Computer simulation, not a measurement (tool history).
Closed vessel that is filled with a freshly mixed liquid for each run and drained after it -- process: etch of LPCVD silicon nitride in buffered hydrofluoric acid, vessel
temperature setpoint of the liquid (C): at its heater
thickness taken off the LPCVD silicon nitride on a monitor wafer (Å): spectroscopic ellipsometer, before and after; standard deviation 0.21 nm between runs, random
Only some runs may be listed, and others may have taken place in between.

| run | day | temperature setpoint of the liquid (C) | parts of 40 % ammonium fluoride to one part of 49 % hydrofluoric acid (parts by volume) | time in the liquid (s) | thickness taken off the LPCVD silicon nitride on a monitor wafer (Å) |
|---|---|---|---|---|---|
| 1 | 0 | 21 | 16 | 3190 | 270.25 |
| 2 | 0.383 | 21 | 16 | 3190 | 266.46 |
| 3 | 0.792 | 23.5 | 16 | 3190 | 307.41 |
| 4 | 1.142 | 23.5 | 16 | 3395 | 327.88 |
| 5 | 1.425 | 25 | 16 | 3395 | 356.31 |
| 6 | 1.738 | 26 | 16 | 3395 | 372.51 |
| 7 | 1.971 | 26.5 | 16 | 3395 | 380.3 |

Run 8 comes next. What will it give?
| 8 | 2.054 | 27 | 16 | 3395 | ? |

Run 8 came out at thickness taken off the LPCVD silicon nitride on a monitor wafer (Å) 397.4.
